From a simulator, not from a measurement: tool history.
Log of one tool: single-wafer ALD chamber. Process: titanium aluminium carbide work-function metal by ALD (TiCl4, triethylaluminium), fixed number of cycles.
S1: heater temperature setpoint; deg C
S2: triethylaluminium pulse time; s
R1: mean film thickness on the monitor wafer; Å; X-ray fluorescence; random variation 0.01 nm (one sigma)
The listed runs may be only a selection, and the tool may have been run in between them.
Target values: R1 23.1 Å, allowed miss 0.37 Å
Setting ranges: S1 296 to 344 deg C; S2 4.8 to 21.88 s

run 1 hour=0 | S1=320 S2=13.34 | R1=21.67
run 2 hour=8.6 | S1=323 S2=13.66 | R1=21.88
run 3 hour=10 | S1=326 S2=13.99 | R1=22.509
run 4 hour=18.3 | S1=326 S2=10.67 | R1=22.061
run 5 hour=25.4 | S1=318 S2=10.67 | R1=21.316
run 6 hour=29.9 | S1=318 S2=7.96 | R1=20.931
run 7 hour=35.3 | S1=322 S2=8.4 | R1=21.29
run 8 hour=40.2 | S1=325 S2=8.83 | R1=21.718
run 9 hour=42.4 | S1=327 S2=9.1 | R1=21.954
run 10 hour=48.3 | S1=329 S2=9.32 | R1=22.141
run 11 hour=55.5 | S1=331 S2=9.52 | R1=22.305
run 12 hour=60.1 | S1=332 S2=9.71 | R1=22.618
run 13 hour=66.4 | S1=333 S2=9.79 | R1=22.557

Of the 5 settings listed for the next run, only one would bring every result within its allowed miss of target. Which one?
run A hour=72.7 | S1=338 S2=9.85 | R1=?
run B hour=72.7 | S1=325 S2=16.92 | R1=?
run C hour=72.7 | S1=326 S2=12.12 | R1=?
run D hour=72.7 | S1=329 S2=8.21 | R1=?
run E hour=72.7 | S1=324 S2=11.91 | R1=?

move=A R1=23.319
move=B R1=22.508
move=C R1=22.385
move=D R1=22.126
move=E R1=22.169
A: meets every target
B: its largest miss is bigger than the last run's
C: its largest miss is bigger than the last run's
D: its largest miss is bigger than the last run's
E: its largest miss is bigger than the last run's
The move that meets every target is A.

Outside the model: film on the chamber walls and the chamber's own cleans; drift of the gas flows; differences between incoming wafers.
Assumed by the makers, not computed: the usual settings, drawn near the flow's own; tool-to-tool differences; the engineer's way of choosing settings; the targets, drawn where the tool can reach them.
